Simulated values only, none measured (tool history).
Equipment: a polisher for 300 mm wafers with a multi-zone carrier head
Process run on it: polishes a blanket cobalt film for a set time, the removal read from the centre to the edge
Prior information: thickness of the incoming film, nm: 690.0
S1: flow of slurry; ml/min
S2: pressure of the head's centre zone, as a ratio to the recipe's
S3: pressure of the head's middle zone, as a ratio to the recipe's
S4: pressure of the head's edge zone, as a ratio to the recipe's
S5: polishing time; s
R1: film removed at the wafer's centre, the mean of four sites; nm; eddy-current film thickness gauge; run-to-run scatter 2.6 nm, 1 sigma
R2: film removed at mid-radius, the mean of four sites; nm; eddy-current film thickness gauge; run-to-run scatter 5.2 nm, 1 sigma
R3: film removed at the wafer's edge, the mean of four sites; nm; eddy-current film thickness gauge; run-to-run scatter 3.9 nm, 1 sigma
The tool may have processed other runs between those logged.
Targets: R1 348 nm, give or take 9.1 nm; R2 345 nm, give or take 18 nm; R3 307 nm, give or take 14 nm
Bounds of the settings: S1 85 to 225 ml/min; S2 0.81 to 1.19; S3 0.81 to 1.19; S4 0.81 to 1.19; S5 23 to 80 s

Run 1, day 0: S1 145 ml/min, S2 1, S3 1, S4 1, S5 51 s. Result: R1 264.67 nm, R2 234.76 nm, R3 238.75 nm.
Run 2, day 0.208: S1 150 ml/min, S2 1, S3 1.02, S4 1.01, S5 52 s. Result: R1 273.6 nm, R2 247.14 nm, R3 246.65 nm.
Run 3, day 0.329: S1 155 ml/min, S2 1, S3 1.04, S4 1.02, S5 53 s. Result: R1 280.73 nm, R2 262.22 nm, R3 254.14 nm.
Run 4, day 0.5: S1 160 ml/min, S2 1.01, S3 1.05, S4 1.03, S5 53 s. Result: R1 284.51 nm, R2 270.29 nm, R3 251.83 nm.
Run 5, day 0.604: S1 160 ml/min, S2 1.05, S3 1.05, S4 1.03, S5 53 s. Result: R1 301.58 nm, R2 264.96 nm, R3 257.04 nm.
Run 6, day 0.946: S1 160 ml/min, S2 1.11, S3 1.05, S4 1.03, S5 53 s. Result: R1 316.5 nm, R2 267.62 nm, R3 258.39 nm.
Run 7, day 1.3: S1 160 ml/min, S2 1.11, S3 1.06, S4 1.04, S5 54 s. Result: R1 321.26 nm, R2 267.95 nm, R3 255.52 nm.
Run 8, day 1.462: S1 165 ml/min, S2 1.1, S3 1.06, S4 1.04, S5 55 s. Result: R1 328.3 nm, R2 278.5 nm, R3 265.16 nm.
Run 9, day 1.783: S1 170 ml/min, S2 1.09, S3 1.07, S4 1.05, S5 56 s. Result: R1 329.35 nm, R2 286.45 nm, R3 272.83 nm.
At day 1.904: centre zone pressure recalibrated.
Run 10, day 1.904: S1 175 ml/min, S2 1.09, S3 1.08, S4 1.06, S5 56 s. Result: R1 297.78 nm, R2 286.67 nm, R3 276.39 nm.
Run 11, day 2.117: S1 175 ml/min, S2 1.09, S3 1.09, S4 1.06, S5 57 s. Result: R1 304.29 nm, R2 297.98 nm, R3 279.4 nm.
Run 12, day 2.271: S1 175 ml/min, S2 1.09, S3 1.09, S4 1.06, S5 57 s. Result: R1 300.96 nm, R2 290.64 nm, R3 275.38 nm.
Run 13, day 2.621: S1 175 ml/min, S2 1.09, S3 1.09, S4 1.06, S5 57 s. Result: R1 304.32 nm, R2 298.43 nm, R3 283.39 nm.
Run 14, day 2.838: S1 175 ml/min, S2 1.1, S3 1.09, S4 1.05, S5 57 s. Result: R1 305.47 nm, R2 304.35 nm, R3 275.04 nm.

Which of these 5 next moves meets every target?
Run A, day 3.054: S1 200 ml/min, S2 1.06, S3 1.18, S4 1.01, S5 63 s. Result: R1 ?, R2 ?, R3 ?.
Run B, day 3.054: S1 200 ml/min, S2 1.08, S3 1.14, S4 0.88, S5 49 s. Result: R1 ?, R2 ?, R3 ?.
Run C, day 3.054: S1 170 ml/min, S2 1.13, S3 1.11, S4 1.06, S5 64 s. Result: R1 ?, R2 ?, R3 ?.
Run D, day 3.054: S1 210 ml/min, S2 0.89, S3 1.1, S4 1.19, S5 62 s. Result: R1 ?, R2 ?, R3 ?.
Run E, day 3.054: S1 165 ml/min, S2 1.19, S3 1.06, S4 0.94, S5 52 s. Result: R1 ?, R2 ?, R3 ?.

move      R1      R2      R3
   A  333.45  363.63  301.31
   B   264.2  274.54  223.59
   C  350.69   341.3  305.92
   D  277.15  339.47  317.52
   E  298.28  265.14  237.35
A: gains on the last run, yet a result remains outside its allowed miss
B: its largest miss is bigger than the last run's
C: all results land within tolerance of their targets
D: its largest miss is bigger than the last run's
E: its largest miss is bigger than the last run's
The move that meets every target is C.
